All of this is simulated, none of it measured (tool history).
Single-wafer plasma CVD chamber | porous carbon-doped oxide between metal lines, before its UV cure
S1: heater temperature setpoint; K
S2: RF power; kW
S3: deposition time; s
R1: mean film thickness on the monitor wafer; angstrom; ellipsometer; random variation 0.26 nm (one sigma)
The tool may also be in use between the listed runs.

| run | hour | S1 | S2 | S3 | R1 |
|---|---|---|---|---|---|
| 1 | 0.0 | 563.15 | 0.545 | 25.6 | 1495.1 |
| 2 | 2.2 | 563.15 | 0.545 | 26.4 | 1546.5 |
| 3 | 6.6 | 563.15 | 0.545 | 26.4 | 1541.6 |
| 4 | 15.2 | 563.15 | 0.585 | 26.4 | 1626.8 |
| 5 | 24.2 | 563.15 | 0.635 | 26.4 | 1720.6 |
| 6 | 31.8 | 563.15 | 0.570 | 26.4 | 1595.7 |

Forecast run 7:
| 7 | 36.3 | 570.15 | 0.550 | 26.4 | ? |

Run 7 gave R1 1478.9 angstrom.

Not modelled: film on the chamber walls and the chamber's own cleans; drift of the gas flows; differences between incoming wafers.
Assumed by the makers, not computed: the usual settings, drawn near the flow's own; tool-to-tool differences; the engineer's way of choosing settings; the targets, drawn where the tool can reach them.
